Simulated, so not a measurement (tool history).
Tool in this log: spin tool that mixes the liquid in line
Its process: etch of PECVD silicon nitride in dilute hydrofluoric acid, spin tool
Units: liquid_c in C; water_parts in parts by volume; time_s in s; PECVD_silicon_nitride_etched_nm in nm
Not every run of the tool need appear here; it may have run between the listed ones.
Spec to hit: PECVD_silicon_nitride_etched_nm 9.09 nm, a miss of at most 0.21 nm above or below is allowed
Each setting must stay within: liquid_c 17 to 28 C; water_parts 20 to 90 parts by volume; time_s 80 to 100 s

run,hour,liquid_c,water_parts,time_s,PECVD_silicon_nitride_etched_nm
1,0,20,50,100,3.1992
2,6.2,21.5,45,100,3.9433
3,8.8,22.5,40,100,4.7463
4,11.8,22.5,55,100,3.5021
5,14.9,23.5,50,100,4.0743
6,18.7,23.5,70,100,2.9172
7,25.8,24.5,60,100,3.6244
8,30.4,25,55,100,4.1065
9,34.4,25.5,50,100,4.699
10,40.1,26,45,100,5.3526
11,44.2,26.5,40,100,6.1747
12,45.3,28,25,100,10.95

Exercise: of the 5 proposed moves below, exactly one satisfies all targets within the stated allowed misses. Which move is it?
A,46.4,27,25,90,?
B,46.4,28,25,90,?
C,46.4,27,25,85,?
D,46.4,28,25,80,?
E,46.4,28,30,95,?

move,PECVD_silicon_nitride_etched_nm
A,9.0929
B,9.7197
C,8.5878
D,8.6397
E,8.5997
A: in spec on every target
B: closes in on the targets versus the last run, not all within tolerance yet
C: pushes the last run's worst result past its target
D: pushes the last run's worst result past its target
E: pushes the last run's worst result past its target
The right move is A.
